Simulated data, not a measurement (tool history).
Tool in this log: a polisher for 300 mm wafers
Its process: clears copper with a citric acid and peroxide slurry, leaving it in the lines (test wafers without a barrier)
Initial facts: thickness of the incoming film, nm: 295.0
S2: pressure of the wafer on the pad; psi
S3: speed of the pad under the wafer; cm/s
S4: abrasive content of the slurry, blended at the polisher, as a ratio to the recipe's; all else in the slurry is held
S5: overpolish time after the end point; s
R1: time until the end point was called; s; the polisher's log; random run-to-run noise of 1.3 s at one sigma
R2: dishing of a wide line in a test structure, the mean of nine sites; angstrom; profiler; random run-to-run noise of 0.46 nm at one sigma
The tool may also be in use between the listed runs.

run 1 hour=0 | flow_of_slurry_(ml/min)=205 S2=2.8 S3=112 S4=1 S5=21 | R1=137.28 R2=286.68
run 2 hour=7.4 | flow_of_slurry_(ml/min)=205 S2=3 S3=114 S4=1 S5=17 | R1=128.16 R2=255.61
run 3 hour=13.5 | flow_of_slurry_(ml/min)=205 S2=3 S3=96 S4=1 S5=17 | R1=149.29 R2=231.45
run 4 hour=17.1 | flow_of_slurry_(ml/min)=195 S2=3.3 S3=102 S4=0.95 S5=14 | R1=135.03 R2=222.25
run 5 hour=18.4 | flow_of_slurry_(ml/min)=195 S2=2.8 S3=102 S4=0.95 S5=14 | R1=158.36 R2=183.2
run 6 hour=24.7 | flow_of_slurry_(ml/min)=180 S2=3.2 S3=112 S4=0.85 S5=12 | R1=133.71 R2=188.87
run 7 hour=26.3 | flow_of_slurry_(ml/min)=185 S2=3.5 S3=116 S4=0.8 S5=11 | R1=116.31 R2=197.46
run 8 hour=28.8 | flow_of_slurry_(ml/min)=195 S2=3.7 S3=118 S4=0.75 S5=10 | R1=110.57 R2=191.72
run 9 hour=29.6 | flow_of_slurry_(ml/min)=195 S2=3.9 S3=120 S4=0.75 S5=10 | R1=103.96 R2=196.71
run 10 hour=30.5 | flow_of_slurry_(ml/min)=195 S2=4 S3=122 S4=0.75 S5=10 | R1=98.968 R2=209.26

Run 11 has not been measured yet. What should we expect?
run 11 hour=39.5 | flow_of_slurry_(ml/min)=195 S2=4.1 S3=124 S4=0.75 S5=10 | R1=? R2=?

R1: 94.076 s
R2: 211.01 angstrom
